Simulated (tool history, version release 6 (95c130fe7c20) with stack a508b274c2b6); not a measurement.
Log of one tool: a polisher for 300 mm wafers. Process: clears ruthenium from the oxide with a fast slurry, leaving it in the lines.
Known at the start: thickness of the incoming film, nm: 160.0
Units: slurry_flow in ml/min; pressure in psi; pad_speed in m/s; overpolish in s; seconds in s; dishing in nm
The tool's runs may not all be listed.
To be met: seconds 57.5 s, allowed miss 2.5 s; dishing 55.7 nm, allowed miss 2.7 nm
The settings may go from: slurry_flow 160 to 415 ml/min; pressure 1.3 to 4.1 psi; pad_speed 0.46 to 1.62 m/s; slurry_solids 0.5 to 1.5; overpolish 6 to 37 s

{"run": 1, "day": 0.0, "slurry_flow": 265, "pressure": 2.7, "pad_speed": 1.04, "slurry_solids": 1, "overpolish": 19, "seconds": 41.173, "dishing": 54.151}
{"run": 2, "day": 0.358, "slurry_flow": 265, "pressure": 2.5, "pad_speed": 1.04, "slurry_solids": 1, "overpolish": 21, "seconds": 42.992, "dishing": 56.061}
{"run": 3, "day": 0.729, "slurry_flow": 265, "pressure": 2.5, "pad_speed": 1.04, "slurry_solids": 0.85, "overpolish": 21, "seconds": 50.474, "dishing": 50.518}
{"run": 4, "day": 0.817, "slurry_flow": 265, "pressure": 2.5, "pad_speed": 1.04, "slurry_solids": 0.85, "overpolish": 25, "seconds": 51.12, "dishing": 59.179}
{"run": 5, "day": 0.9, "slurry_flow": 265, "pressure": 2.4, "pad_speed": 1.04, "slurry_solids": 0.85, "overpolish": 25, "seconds": 50.237, "dishing": 57.248}
{"run": 6, "day": 1.267, "slurry_flow": 265, "pressure": 2.3, "pad_speed": 1.04, "slurry_solids": 0.85, "overpolish": 26, "seconds": 52.825, "dishing": 58.087}
{"run": 7, "day": 1.408, "slurry_flow": 265, "pressure": 2.2, "pad_speed": 1.04, "slurry_solids": 0.85, "overpolish": 26, "seconds": 53.452, "dishing": 56.701}
{"day": 1.483, "done": "slurry blender recalibrated"}
{"run": 8, "day": 1.483, "slurry_flow": 265, "pressure": 2.1, "pad_speed": 1.04, "slurry_solids": 0.85, "overpolish": 26, "seconds": 44.287, "dishing": 66.703}
{"run": 9, "day": 1.821, "slurry_flow": 265, "pressure": 2.3, "pad_speed": 1.04, "slurry_solids": 0.85, "overpolish": 26, "seconds": 42.388, "dishing": 67.37}
{"run": 10, "day": 2.1, "slurry_flow": 265, "pressure": 2.1, "pad_speed": 0.96, "slurry_solids": 0.85, "overpolish": 27, "seconds": 46.732, "dishing": 66.774}
{"run": 11, "day": 2.346, "slurry_flow": 265, "pressure": 2.3, "pad_speed": 1, "slurry_solids": 0.8, "overpolish": 27, "seconds": 45.606, "dishing": 65.948}
{"run": 12, "day": 2.4, "slurry_flow": 265, "pressure": 2.1, "pad_speed": 1.04, "slurry_solids": 0.8, "overpolish": 27, "seconds": 46.151, "dishing": 65.613}

5 next moves are on the table. One of them brings every result within its allowed miss. Which?
{"run": "A", "day": 2.454, "slurry_flow": 275, "pressure": 2.5, "pad_speed": 0.66, "slurry_solids": 0.7, "overpolish": 29, "seconds": "?", "dishing": "?"}
{"run": "B", "day": 2.454, "slurry_flow": 250, "pressure": 1.3, "pad_speed": 1.42, "slurry_solids": 1.2, "overpolish": 26, "seconds": "?", "dishing": "?"}
{"run": "C", "day": 2.454, "slurry_flow": 230, "pressure": 1.3, "pad_speed": 1.44, "slurry_solids": 0.95, "overpolish": 16, "seconds": "?", "dishing": "?"}
{"run": "D", "day": 2.454, "slurry_flow": 315, "pressure": 1.6, "pad_speed": 1.34, "slurry_solids": 0.6, "overpolish": 27, "seconds": "?", "dishing": "?"}
{"run": "E", "day": 2.454, "slurry_flow": 275, "pressure": 2.2, "pad_speed": 1.42, "slurry_solids": 0.75, "overpolish": 27, "seconds": "?", "dishing": "?"}

move=A seconds=67.627 dishing=50.368
move=B seconds=34.378 dishing=77.406
move=C seconds=39.597 dishing=47.971
move=D seconds=58.295 dishing=53.602
move=E seconds=36.955 dishing=75.567
A: takes the result that was furthest off past its target
B: further off than the last run
C: further off than the last run
D: meets every target
E: further off than the last run
Answer: D
